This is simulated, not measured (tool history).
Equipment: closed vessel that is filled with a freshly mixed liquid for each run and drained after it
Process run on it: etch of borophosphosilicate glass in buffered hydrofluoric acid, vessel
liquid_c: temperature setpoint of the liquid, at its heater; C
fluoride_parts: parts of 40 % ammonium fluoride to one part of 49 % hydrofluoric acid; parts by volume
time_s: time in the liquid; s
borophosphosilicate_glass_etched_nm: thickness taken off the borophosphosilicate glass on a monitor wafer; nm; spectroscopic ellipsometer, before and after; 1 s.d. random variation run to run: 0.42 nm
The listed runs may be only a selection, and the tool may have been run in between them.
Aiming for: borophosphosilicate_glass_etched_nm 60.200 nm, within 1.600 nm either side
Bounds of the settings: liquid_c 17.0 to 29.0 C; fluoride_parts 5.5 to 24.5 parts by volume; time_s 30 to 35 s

run,hour,liquid_c,fluoride_parts,time_s,borophosphosilicate_glass_etched_nm
1,0.0,21.0,15.0,35,25.686
2,8.9,21.0,13.0,35,29.712
3,16.7,21.0,14.5,35,26.410
4,20.2,21.0,19.0,35,20.076
5,22.9,22.0,17.5,35,23.257
6,25.6,23.0,16.0,35,27.130
7,29.6,24.0,15.0,35,30.161
8,32.5,24.5,14.0,35,33.467
9,36.7,25.0,13.0,35,36.297
10,39.0,25.5,12.5,35,39.613
11,43.2,29.0,9.0,35,62.587

Next run, 4 choices. One meets every target within its allowed miss, the rest don't. Which?
A,47.4,28.5,7.0,30,?
B,47.4,27.5,7.0,30,?
C,47.4,27.5,7.5,30,?
D,47.4,27.0,8.0,35,?

move,borophosphosilicate_glass_etched_nm
A,69.013
B,65.489
C,60.739
D,64.321
A: lands further from the targets than the last run did
B: lands further from the targets than the last run did
C: all results land within tolerance of their targets
D: lands further from the targets than the last run did
Move C is the one to make.

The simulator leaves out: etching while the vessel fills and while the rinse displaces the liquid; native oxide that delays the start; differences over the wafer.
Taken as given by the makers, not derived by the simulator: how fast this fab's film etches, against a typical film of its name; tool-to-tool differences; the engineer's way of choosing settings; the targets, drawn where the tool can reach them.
